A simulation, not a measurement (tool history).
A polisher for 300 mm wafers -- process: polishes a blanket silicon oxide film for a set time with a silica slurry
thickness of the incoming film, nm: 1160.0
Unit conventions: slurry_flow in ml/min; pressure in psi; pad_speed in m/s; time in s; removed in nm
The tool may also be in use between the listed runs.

| run | hour | slurry_flow | pressure | pad_speed | slurry_solids | time | removed |
|---|---|---|---|---|---|---|---|
| 1 | 0.0 | 290 | 4.1 | 1.42 | 1.00 | 36 | 117.170 |
| 2 | 7.0 | 290 | 4.1 | 1.42 | 1.00 | 32 | 107.580 |
| 3 | 11.7 | 290 | 3.7 | 1.42 | 1.00 | 32 | 97.884 |
| 4 | 20.7 | 290 | 2.9 | 1.42 | 1.00 | 32 | 84.554 |
| 5 | 24.1 | 290 | 2.9 | 1.42 | 0.85 | 32 | 80.906 |
| 6 | 32.6 | 290 | 3.6 | 1.44 | 0.85 | 32 | 91.717 |

For run 7, what comes out?
| 7 | 38.1 | 290 | 4.1 | 1.46 | 0.85 | 32 | ? |

removed: 98.900 nm

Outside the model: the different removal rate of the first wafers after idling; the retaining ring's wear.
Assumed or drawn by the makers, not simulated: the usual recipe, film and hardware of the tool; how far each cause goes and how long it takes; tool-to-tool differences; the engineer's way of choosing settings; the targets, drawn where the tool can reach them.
